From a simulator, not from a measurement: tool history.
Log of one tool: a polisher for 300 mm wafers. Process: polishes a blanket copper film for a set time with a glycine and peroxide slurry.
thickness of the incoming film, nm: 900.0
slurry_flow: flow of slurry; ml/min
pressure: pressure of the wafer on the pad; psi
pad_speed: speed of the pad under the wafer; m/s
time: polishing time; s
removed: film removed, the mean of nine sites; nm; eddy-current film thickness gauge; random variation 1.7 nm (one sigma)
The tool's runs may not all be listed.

{"run": 1, "day": 0.0, "slurry_flow": 140, "pressure": 2, "pad_speed": 0.9, "time": 43, "removed": 145.32}
{"run": 2, "day": 0.238, "slurry_flow": 145, "pressure": 2.1, "pad_speed": 0.9, "time": 43, "removed": 149.57}
{"run": 3, "day": 0.583, "slurry_flow": 145, "pressure": 2.1, "pad_speed": 0.9, "time": 43, "removed": 150.95}
{"run": 4, "day": 0.65, "slurry_flow": 145, "pressure": 2.1, "pad_speed": 0.9, "time": 38, "removed": 133.31}
{"day": 0.883, "done": "worn pad replaced by a new one"}
{"run": 5, "day": 0.883, "slurry_flow": 145, "pressure": 2.2, "pad_speed": 0.92, "time": 38, "removed": 149.22}
{"run": 6, "day": 0.942, "slurry_flow": 145, "pressure": 2.5, "pad_speed": 0.92, "time": 38, "removed": 166.11}

Run 7 comes next. What will it give?
{"run": 7, "day": 1.262, "slurry_flow": 145, "pressure": 2.6, "pad_speed": 0.92, "time": 38, "removed": "?"}

{"run 7": {"removed": 168.23}}
